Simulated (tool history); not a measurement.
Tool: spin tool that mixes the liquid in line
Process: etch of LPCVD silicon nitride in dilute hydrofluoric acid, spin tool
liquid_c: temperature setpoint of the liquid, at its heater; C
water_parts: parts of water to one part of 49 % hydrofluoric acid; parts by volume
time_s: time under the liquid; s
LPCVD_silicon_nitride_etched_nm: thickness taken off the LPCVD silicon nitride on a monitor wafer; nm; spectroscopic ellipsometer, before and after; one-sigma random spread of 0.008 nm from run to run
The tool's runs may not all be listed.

run	hour	liquid_c	water_parts	time_s	LPCVD_silicon_nitride_etched_nm
1	0.0	25.0	105	95	0.55583
2	8.4	25.0	105	95	0.57692
3	11.3	25.0	105	95	0.56388
4	15.0	24.0	115	90	0.45518
5	15.9	23.0	120	90	0.41100
6	17.3	23.0	130	90	0.35717
7	23.7	22.5	130	90	0.37029
8	25.5	22.0	135	90	0.32684

Forecast run 9:
9	28.2	21.5	135	90	?

{"run 9": {"LPCVD_silicon_nitride_etched_nm": 0.33123}}
